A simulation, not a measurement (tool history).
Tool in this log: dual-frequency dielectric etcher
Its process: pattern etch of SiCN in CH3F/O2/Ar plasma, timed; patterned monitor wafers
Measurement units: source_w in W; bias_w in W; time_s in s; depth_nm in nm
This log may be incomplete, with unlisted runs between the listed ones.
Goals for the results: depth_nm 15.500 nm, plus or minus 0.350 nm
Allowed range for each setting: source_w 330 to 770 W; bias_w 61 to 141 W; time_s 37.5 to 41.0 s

{"run": 1, "day": 0.0, "source_w": 550, "bias_w": 101, "time_s": 41.0, "depth_nm": 18.807}
{"run": 2, "day": 0.367, "source_w": 590, "bias_w": 101, "time_s": 41.0, "depth_nm": 19.188}
{"run": 3, "day": 0.592, "source_w": 590, "bias_w": 90, "time_s": 41.0, "depth_nm": 18.383}
{"run": 4, "day": 0.658, "source_w": 590, "bias_w": 102, "time_s": 41.0, "depth_nm": 18.976}
{"run": 5, "day": 0.725, "source_w": 590, "bias_w": 96, "time_s": 41.0, "depth_nm": 18.646}
{"run": 6, "day": 0.912, "source_w": 590, "bias_w": 96, "time_s": 37.5, "depth_nm": 17.221}
{"run": 7, "day": 1.242, "source_w": 560, "bias_w": 94, "time_s": 37.5, "depth_nm": 16.708}
{"run": 8, "day": 1.529, "source_w": 540, "bias_w": 93, "time_s": 37.5, "depth_nm": 16.569}
{"run": 9, "day": 1.575, "source_w": 520, "bias_w": 92, "time_s": 37.5, "depth_nm": 16.151}
{"run": 10, "day": 1.912, "source_w": 510, "bias_w": 92, "time_s": 37.5, "depth_nm": 16.326}
{"run": 11, "day": 2.125, "source_w": 500, "bias_w": 91, "time_s": 37.5, "depth_nm": 16.058}

Which of these 4 next moves meets every target?
{"run": "A", "day": 2.338, "source_w": 470, "bias_w": 87, "time_s": 37.5, "depth_nm": "?"}
{"run": "B", "day": 2.338, "source_w": 520, "bias_w": 94, "time_s": 37.5, "depth_nm": "?"}
{"run": "C", "day": 2.338, "source_w": 470, "bias_w": 96, "time_s": 38.0, "depth_nm": "?"}
{"run": "D", "day": 2.338, "source_w": 520, "bias_w": 103, "time_s": 38.0, "depth_nm": "?"}

move=A depth_nm=15.479
move=B depth_nm=16.379
move=C depth_nm=16.261
move=D depth_nm=17.167
A: in spec on every target
B: misses by more than the last run did
C: misses by more than the last run did
D: misses by more than the last run did
The move that meets every target is A.
